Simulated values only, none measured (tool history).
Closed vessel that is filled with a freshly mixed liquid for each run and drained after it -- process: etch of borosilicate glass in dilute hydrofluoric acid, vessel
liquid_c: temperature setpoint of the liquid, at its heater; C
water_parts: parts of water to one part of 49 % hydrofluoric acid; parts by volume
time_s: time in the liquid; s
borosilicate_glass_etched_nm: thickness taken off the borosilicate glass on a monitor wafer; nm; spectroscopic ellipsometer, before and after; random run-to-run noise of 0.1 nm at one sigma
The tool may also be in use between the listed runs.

run  hour  liquid_c  water_parts  time_s  borosilicate_glass_etched_nm
  1   0.0      21.0          225     105                        14.446
  2   2.0      20.5          225     105                        14.017
  3   8.9      22.5          225     105                        15.365
  4  14.0      21.5          225     105                        14.779
  5  23.1      20.5          225     105                        14.300
  6  30.6      20.5          225     110                        14.812
  7  34.9      20.0          225     110                        14.554
  8  35.9      19.5          225     110                        14.219
  9  43.9      19.0          225     110                        13.919

The next listed run, before its measurement:
 10  47.0      18.5          225     110                             ?

borosilicate_glass_etched_nm: 13.926 nm
